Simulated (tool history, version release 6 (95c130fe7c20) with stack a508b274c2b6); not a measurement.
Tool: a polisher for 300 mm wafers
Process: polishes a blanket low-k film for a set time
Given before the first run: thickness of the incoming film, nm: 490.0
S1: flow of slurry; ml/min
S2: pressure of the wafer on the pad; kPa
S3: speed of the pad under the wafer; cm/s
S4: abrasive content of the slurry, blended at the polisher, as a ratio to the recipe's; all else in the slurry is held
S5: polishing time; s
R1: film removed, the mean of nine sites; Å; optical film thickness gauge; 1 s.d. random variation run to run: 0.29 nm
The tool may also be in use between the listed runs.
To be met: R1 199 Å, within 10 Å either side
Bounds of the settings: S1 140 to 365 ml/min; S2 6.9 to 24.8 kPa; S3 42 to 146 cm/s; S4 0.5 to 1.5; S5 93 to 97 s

{"run": 1, "day": 0.0, "S1": 235, "S2": 15.9, "S3": 94, "S4": 1, "S5": 93, "R1": 398.58}
{"run": 2, "day": 0.321, "S1": 235, "S2": 14.5, "S3": 92, "S4": 1, "S5": 93, "R1": 365.11}
{"run": 3, "day": 0.633, "S1": 235, "S2": 13.8, "S3": 90, "S4": 1, "S5": 93, "R1": 343.48}
{"run": 4, "day": 0.8, "S1": 235, "S2": 13.1, "S3": 88, "S4": 1, "S5": 93, "R1": 329.52}
{"run": 5, "day": 1.054, "S1": 235, "S2": 13.1, "S3": 88, "S4": 0.85, "S5": 93, "R1": 299.46}
{"run": 6, "day": 1.204, "S1": 235, "S2": 13.1, "S3": 88, "S4": 1.05, "S5": 93, "R1": 334.18}
{"run": 7, "day": 1.296, "S1": 235, "S2": 12.4, "S3": 86, "S4": 1.05, "S5": 93, "R1": 321.58}
{"run": 8, "day": 1.396, "S1": 230, "S2": 8.3, "S3": 62, "S4": 1, "S5": 93, "R1": 189.44}

Exactly one of the 5 candidate moves below puts every result within its allowed miss. Which one?
{"run": "A", "day": 1.496, "S1": 250, "S2": 9, "S3": 52, "S4": 1, "S5": 97, "R1": "?"}
{"run": "B", "day": 1.496, "S1": 165, "S2": 9, "S3": 52, "S4": 1.05, "S5": 97, "R1": "?"}
{"run": "C", "day": 1.496, "S1": 200, "S2": 11.7, "S3": 42, "S4": 0.95, "S5": 94, "R1": "?"}
{"run": "D", "day": 1.496, "S1": 195, "S2": 7.6, "S3": 66, "S4": 1.1, "S5": 96, "R1": "?"}
{"run": "E", "day": 1.496, "S1": 260, "S2": 10.3, "S3": 56, "S4": 0.75, "S5": 93, "R1": "?"}

move=A R1=184.77
move=B R1=183.87
move=C R1=178.29
move=D R1=200.1
move=E R1=171.64
A: moves away from the targets compared with the last run
B: moves away from the targets compared with the last run
C: moves away from the targets compared with the last run
D: every result within its allowed miss
E: moves away from the targets compared with the last run
Answer: D
